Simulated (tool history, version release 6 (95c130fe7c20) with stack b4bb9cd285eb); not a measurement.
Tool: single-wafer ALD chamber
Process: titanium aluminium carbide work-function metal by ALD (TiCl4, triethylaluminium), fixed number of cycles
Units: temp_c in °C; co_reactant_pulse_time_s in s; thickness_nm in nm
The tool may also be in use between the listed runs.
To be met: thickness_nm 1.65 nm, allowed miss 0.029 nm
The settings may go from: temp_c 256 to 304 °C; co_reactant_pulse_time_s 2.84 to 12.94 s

run,day,temp_c,co_reactant_pulse_time_s,thickness_nm
1,0,280,7.89,1.9038
2,0.054,277,7.54,1.8531
3,0.346,274,7.37,1.8204
4,0.408,271,7.2,1.7802
5,0.475,262,7.2,1.6927
6,0.617,270,7.2,1.7716
7,0.833,268,7.11,1.7435
8,1.096,267,7.05,1.735
9,1.167,266,6.99,1.721
10,1.4,265,6.94,1.7065
11,1.717,264,6.9,1.6967

5 next moves are on the table. One of them brings every result within its allowed miss. Which?
A,2.033,260,5.5,?
B,2.033,259,5.6,?
C,2.033,258,7.13,?
D,2.033,259,8.3,?
E,2.033,256,6.61,?

move,thickness_nm
A,1.5453
B,1.5466
C,1.6513
D,1.714
E,1.6016
A: takes the result that was furthest off past its target
B: takes the result that was furthest off past its target
C: meets every target
D: further off than the last run
E: takes the result that was furthest off past its target
The right move is C.

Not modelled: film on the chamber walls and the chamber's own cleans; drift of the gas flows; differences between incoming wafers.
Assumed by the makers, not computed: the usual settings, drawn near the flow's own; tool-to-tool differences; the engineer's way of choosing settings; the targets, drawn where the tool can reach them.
